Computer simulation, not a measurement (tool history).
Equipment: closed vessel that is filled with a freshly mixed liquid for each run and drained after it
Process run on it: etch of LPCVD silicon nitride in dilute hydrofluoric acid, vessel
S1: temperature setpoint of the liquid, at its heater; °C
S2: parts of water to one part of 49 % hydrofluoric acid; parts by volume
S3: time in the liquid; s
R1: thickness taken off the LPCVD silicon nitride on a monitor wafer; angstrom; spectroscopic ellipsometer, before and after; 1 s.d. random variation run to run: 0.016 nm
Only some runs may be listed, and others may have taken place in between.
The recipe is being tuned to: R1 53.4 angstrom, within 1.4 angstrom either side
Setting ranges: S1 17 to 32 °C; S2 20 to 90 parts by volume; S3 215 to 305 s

run,hour,S1,S2,S3,R1
1,0,24,50,305,32.263
2,7.3,26.5,50,305,38.421
3,12.8,28,50,305,42.221
4,18.8,29,50,305,45.107
5,20.9,30,50,305,47.895
6,24,30,50,215,33.848
7,29.3,32,30,215,63.548
8,32.1,31,30,215,59.819
9,40.2,30,30,215,55.74

Exactly one of the 4 candidate moves below puts every result within its allowed miss. Which one?
A,48.3,30,30,235,?
B,48.3,27,25,225,?
C,48.3,31,35,250,?
D,48.3,28,30,235,?

move,R1
A,61.353
B,57.484
C,59.911
D,53.794
A: the biggest miss grows against the last run
B: the biggest miss grows against the last run
C: the biggest miss grows against the last run
D: every result lands within tolerance
The move that meets every target is D.
